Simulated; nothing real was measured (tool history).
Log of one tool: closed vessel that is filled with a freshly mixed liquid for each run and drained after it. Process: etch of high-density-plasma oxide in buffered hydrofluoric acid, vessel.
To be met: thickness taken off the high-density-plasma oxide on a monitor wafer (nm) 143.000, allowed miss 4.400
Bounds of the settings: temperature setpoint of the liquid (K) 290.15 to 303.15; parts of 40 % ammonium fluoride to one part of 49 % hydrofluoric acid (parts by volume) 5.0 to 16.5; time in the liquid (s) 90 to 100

run  hour  temperature setpoint of the liquid (K)  parts of 40 % ammonium fluoride to one part of 49 % hydrofluoric acid (parts by volume)  time in the liquid (s)  thickness taken off the high-density-plasma oxide on a monitor wafer (nm)
  1   0.0                                  295.15                                                                                     10.0                      90                                                                    107.680
  2   4.1                                  295.15                                                                                     11.0                      90                                                                     99.409
  3   6.1                                  297.15                                                                                     11.0                      90                                                                    109.710
  4  10.8                                  297.15                                                                                     11.0                     100                                                                    123.640
  5  14.7                                  298.15                                                                                     11.0                     100                                                                    128.060
  6  18.4                                  298.15                                                                                     11.0                     100                                                                    128.730
  7  21.2                                  298.65                                                                                     11.0                     100                                                                    132.870
  8  28.3                                  299.15                                                                                     11.0                     100                                                                    134.540
  9  30.9                                  300.65                                                                                     11.0                     100                                                                    148.440

Which of these 5 next moves meets every target?
  A  33.5                                  302.65                                                                                     12.0                      95                                                                          ?
  B  33.5                                  298.15                                                                                      9.0                      90                                                                          ?
  C  33.5                                  303.15                                                                                     11.0                      95                                                                          ?
  D  33.5                                  301.15                                                                                     10.5                      95                                                                          ?
  E  33.5                                  299.65                                                                                      9.0                      95                                                                          ?

move  thickness taken off the high-density-plasma oxide on a monitor wafer (nm)
   A                                                                    144.400
   B                                                                    137.290
   C                                                                    161.370
   D                                                                    151.920
   E                                                                    157.110
A: meets every target
B: takes the result that was furthest off past its target
C: further off than the last run
D: further off than the last run
E: further off than the last run
The right move is A.
